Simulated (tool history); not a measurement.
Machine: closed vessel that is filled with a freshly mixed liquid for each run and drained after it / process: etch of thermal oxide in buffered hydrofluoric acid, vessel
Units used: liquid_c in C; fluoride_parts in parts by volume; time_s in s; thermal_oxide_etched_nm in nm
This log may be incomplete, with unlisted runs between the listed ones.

run,hour,liquid_c,fluoride_parts,time_s,thermal_oxide_etched_nm
1,0,25,20.5,90,53.984
2,2,22.5,20.5,90,47.269
3,3.1,22.5,20.5,90,47.044
4,5.5,22.5,20.5,90,47.896
5,6.4,22.5,20.5,100,53.516
6,13.4,20.5,21.5,100,44.881
7,14.8,19.5,21.5,100,42.452

What does the tool deliver on the next run?
8,21.6,18.5,22,100,?

thermal_oxide_etched_nm: 39.122 nm

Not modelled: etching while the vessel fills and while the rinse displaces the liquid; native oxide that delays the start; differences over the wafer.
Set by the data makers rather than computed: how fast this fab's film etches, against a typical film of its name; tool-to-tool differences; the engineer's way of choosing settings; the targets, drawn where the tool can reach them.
